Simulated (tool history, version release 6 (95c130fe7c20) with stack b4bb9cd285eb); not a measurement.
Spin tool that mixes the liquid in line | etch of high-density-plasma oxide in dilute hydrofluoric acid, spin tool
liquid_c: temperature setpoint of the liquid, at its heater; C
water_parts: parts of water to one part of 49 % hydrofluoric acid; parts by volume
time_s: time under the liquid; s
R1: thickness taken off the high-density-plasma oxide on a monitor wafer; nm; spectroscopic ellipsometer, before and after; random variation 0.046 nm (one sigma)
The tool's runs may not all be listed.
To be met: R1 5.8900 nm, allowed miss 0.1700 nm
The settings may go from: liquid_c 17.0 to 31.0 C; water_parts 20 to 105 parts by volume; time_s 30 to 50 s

{"run": 1, "hour": 0.0, "liquid_c": 23.0, "water_parts": 55, "time_s": 50, "R1": 8.3919}
{"run": 2, "hour": 4.7, "liquid_c": 23.0, "water_parts": 55, "time_s": 30, "R1": 5.0193}
{"run": 3, "hour": 9.4, "liquid_c": 23.0, "water_parts": 55, "time_s": 50, "R1": 8.3812}
{"run": 4, "hour": 10.6, "liquid_c": 22.0, "water_parts": 55, "time_s": 50, "R1": 8.078}
{"run": 5, "hour": 19.2, "liquid_c": 23.0, "water_parts": 55, "time_s": 50, "R1": 8.3041}
{"run": 6, "hour": 26.1, "liquid_c": 23.0, "water_parts": 55, "time_s": 30, "R1": 4.9704}
{"run": 7, "hour": 33.0, "liquid_c": 22.5, "water_parts": 55, "time_s": 30, "R1": 4.9876}
{"run": 8, "hour": 41.1, "liquid_c": 23.0, "water_parts": 55, "time_s": 30, "R1": 4.9457}

Which of these 4 next moves meets every target?
{"run": "A", "hour": 49.2, "liquid_c": 22.5, "water_parts": 50, "time_s": 35, "R1": "?"}
{"run": "B", "hour": 49.2, "liquid_c": 23.5, "water_parts": 70, "time_s": 35, "R1": "?"}
{"run": "C", "hour": 49.2, "liquid_c": 23.0, "water_parts": 65, "time_s": 45, "R1": "?"}
{"run": "D", "hour": 49.2, "liquid_c": 22.5, "water_parts": 60, "time_s": 40, "R1": "?"}

move=A R1=6.2892
move=B R1=4.5631
move=C R1=6.2298
move=D R1=5.9141
A: takes the result that was furthest off past its target
B: further off than the last run
C: takes the result that was furthest off past its target
D: meets every target
Answer: D
